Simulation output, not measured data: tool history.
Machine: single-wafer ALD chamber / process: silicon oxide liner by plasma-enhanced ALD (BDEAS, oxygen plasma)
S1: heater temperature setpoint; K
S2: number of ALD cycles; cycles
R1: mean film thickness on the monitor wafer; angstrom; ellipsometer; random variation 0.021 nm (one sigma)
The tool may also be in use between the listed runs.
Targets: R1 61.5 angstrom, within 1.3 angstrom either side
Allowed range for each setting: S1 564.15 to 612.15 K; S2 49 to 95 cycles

run 1 hour=0 | S1=588.15 S2=72 | R1=68.422
run 2 hour=1.6 | S1=578.15 S2=72 | R1=69.263
run 3 hour=8.7 | S1=578.15 S2=70 | R1=66.985
run 4 hour=11.3 | S1=578.15 S2=69 | R1=66.543
run 5 hour=19.8 | S1=578.15 S2=68 | R1=65.27
run 6 hour=20.8 | S1=571.15 S2=68 | R1=65.748
run 7 hour=21.8 | S1=571.15 S2=67 | R1=65.059
run 8 hour=27.1 | S1=572.15 S2=62 | R1=59.873

Consider the 5 candidate settings below. Which is the only one whose results all fall within their allowed miss of target?
run A hour=32.4 | S1=571.15 S2=68 | R1=?
run B hour=32.4 | S1=564.15 S2=57 | R1=?
run C hour=32.4 | S1=564.15 S2=66 | R1=?
run D hour=32.4 | S1=574.15 S2=59 | R1=?
run E hour=32.4 | S1=586.15 S2=65 | R1=?

move=A R1=66.485
move=B R1=56.98
move=C R1=65.977
move=D R1=57.472
move=E R1=62.379
A: the result that was furthest off in the last run now lies on the other side of its target
B: moves away from the targets compared with the last run
C: the result that was furthest off in the last run now lies on the other side of its target
D: moves away from the targets compared with the last run
E: meets every target
Correct choice: E, which meets every target

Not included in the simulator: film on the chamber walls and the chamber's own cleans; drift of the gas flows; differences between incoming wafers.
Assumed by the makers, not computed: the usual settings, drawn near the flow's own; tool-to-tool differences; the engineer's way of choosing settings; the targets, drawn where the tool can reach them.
